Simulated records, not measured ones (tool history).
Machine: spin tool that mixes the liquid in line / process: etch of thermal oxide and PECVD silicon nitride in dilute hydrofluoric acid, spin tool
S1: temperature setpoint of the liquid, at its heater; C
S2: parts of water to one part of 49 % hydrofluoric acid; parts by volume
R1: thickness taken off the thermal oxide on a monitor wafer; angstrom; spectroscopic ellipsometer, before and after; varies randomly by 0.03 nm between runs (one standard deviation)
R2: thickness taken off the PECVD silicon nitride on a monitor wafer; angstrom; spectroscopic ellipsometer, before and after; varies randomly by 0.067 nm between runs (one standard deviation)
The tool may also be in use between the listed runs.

Run 1, hour 0.0: S1 21.0 C, S2 125 parts by volume, time under the liquid (s) 180. Result: R1 51.460 angstrom, R2 42.058 angstrom.
Run 2, hour 4.2: S1 21.0 C, S2 95 parts by volume, time under the liquid (s) 180. Result: R1 69.604 angstrom, R2 54.662 angstrom.
Run 3, hour 6.8: S1 23.0 C, S2 110 parts by volume, time under the liquid (s) 185. Result: R1 66.382 angstrom, R2 56.370 angstrom.
Run 4, hour 10.5: S1 23.0 C, S2 140 parts by volume, time under the liquid (s) 185. Result: R1 50.528 angstrom, R2 45.309 angstrom.
Run 5, hour 16.1: S1 20.5 C, S2 140 parts by volume, time under the liquid (s) 185. Result: R1 45.221 angstrom, R2 38.099 angstrom.
Run 6, hour 23.6: S1 20.5 C, S2 175 parts by volume, time under the liquid (s) 185. Result: R1 35.329 angstrom, R2 30.618 angstrom.
Run 7, hour 30.8: S1 22.5 C, S2 170 parts by volume, time under the liquid (s) 190. Result: R1 40.522 angstrom, R2 36.705 angstrom.
At hour 32.4: thermometer replaced.
Run 8, hour 32.4: S1 24.0 C, S2 165 parts by volume, time under the liquid (s) 195. Result: R1 49.640 angstrom, R2 50.347 angstrom.
Run 9, hour 34.4: S1 24.5 C, S2 160 parts by volume, time under the liquid (s) 195. Result: R1 52.266 angstrom, R2 52.856 angstrom.
Run 10, hour 35.6: S1 25.0 C, S2 160 parts by volume, time under the liquid (s) 195. Result: R1 53.333 angstrom, R2 55.696 angstrom.

Run 11, settings as shown, results not yet in. Your forecast:
Run 11, hour 44.0: S1 27.5 C, S2 150 parts by volume, time under the liquid (s) 190. Result: R1 ?, R2 ?.

{"run 11": {"R1": 61.655, "R2": 65.126}}
